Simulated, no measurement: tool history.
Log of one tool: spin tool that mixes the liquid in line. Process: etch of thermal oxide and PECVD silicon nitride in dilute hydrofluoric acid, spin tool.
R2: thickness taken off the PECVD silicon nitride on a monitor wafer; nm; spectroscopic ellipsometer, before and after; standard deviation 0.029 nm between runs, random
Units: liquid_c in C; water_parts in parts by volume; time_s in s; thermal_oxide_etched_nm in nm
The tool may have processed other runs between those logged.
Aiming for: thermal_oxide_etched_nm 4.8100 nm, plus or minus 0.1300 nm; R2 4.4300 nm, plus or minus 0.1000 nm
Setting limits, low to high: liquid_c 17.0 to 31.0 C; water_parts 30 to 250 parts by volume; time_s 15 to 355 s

run 1 hour=0.0 | liquid_c=23.0 water_parts=140 time_s=180 | thermal_oxide_etched_nm=5.3701 R2=4.5846
run 2 hour=1.3 | liquid_c=23.5 water_parts=145 time_s=180 | thermal_oxide_etched_nm=5.2397 R2=4.4914
run 3 hour=8.4 | liquid_c=23.5 water_parts=145 time_s=245 | thermal_oxide_etched_nm=7.1804 R2=6.2305
run 4 hour=13.3 | liquid_c=23.5 water_parts=155 time_s=250 | thermal_oxide_etched_nm=6.7708 R2=5.8985
run 5 hour=17.3 | liquid_c=23.5 water_parts=165 time_s=255 | thermal_oxide_etched_nm=6.4206 R2=5.6543
run 6 hour=20.9 | liquid_c=23.5 water_parts=190 time_s=255 | thermal_oxide_etched_nm=5.4326 R2=4.9405
run 7 hour=25.7 | liquid_c=23.5 water_parts=195 time_s=255 | thermal_oxide_etched_nm=5.2653 R2=4.8154
run 8 hour=30.3 | liquid_c=23.5 water_parts=200 time_s=255 | thermal_oxide_etched_nm=5.0814 R2=4.7738
run 9 hour=37.3 | liquid_c=23.0 water_parts=200 time_s=255 | thermal_oxide_etched_nm=5.0058 R2=4.6044

Below are 5 possible settings for the next run. Only one of them brings all results inside the allowed miss of their targets. Which is it?
run A hour=44.3 | liquid_c=28.0 water_parts=225 time_s=225 | thermal_oxide_etched_nm=? R2=?
run B hour=44.3 | liquid_c=24.5 water_parts=220 time_s=265 | thermal_oxide_etched_nm=? R2=?
run C hour=44.3 | liquid_c=22.5 water_parts=175 time_s=230 | thermal_oxide_etched_nm=? R2=?
run D hour=44.3 | liquid_c=22.5 water_parts=230 time_s=295 | thermal_oxide_etched_nm=? R2=?
run E hour=44.3 | liquid_c=19.0 water_parts=205 time_s=325 | thermal_oxide_etched_nm=? R2=?

move=A thermal_oxide_etched_nm=4.5702 R2=4.8151
move=B thermal_oxide_etched_nm=4.8887 R2=4.6788
move=C thermal_oxide_etched_nm=5.1948 R2=4.4826
move=D thermal_oxide_etched_nm=4.7885 R2=4.3950
move=E thermal_oxide_etched_nm=5.3120 R2=4.3175
A: moves away from the targets compared with the last run
B: moves away from the targets compared with the last run
C: the worst result of the last run now meets its target, but another is out of spec
D: each result inside its tolerance
E: moves the result that the last run missed by most past its target, out the other side
D meets every target.

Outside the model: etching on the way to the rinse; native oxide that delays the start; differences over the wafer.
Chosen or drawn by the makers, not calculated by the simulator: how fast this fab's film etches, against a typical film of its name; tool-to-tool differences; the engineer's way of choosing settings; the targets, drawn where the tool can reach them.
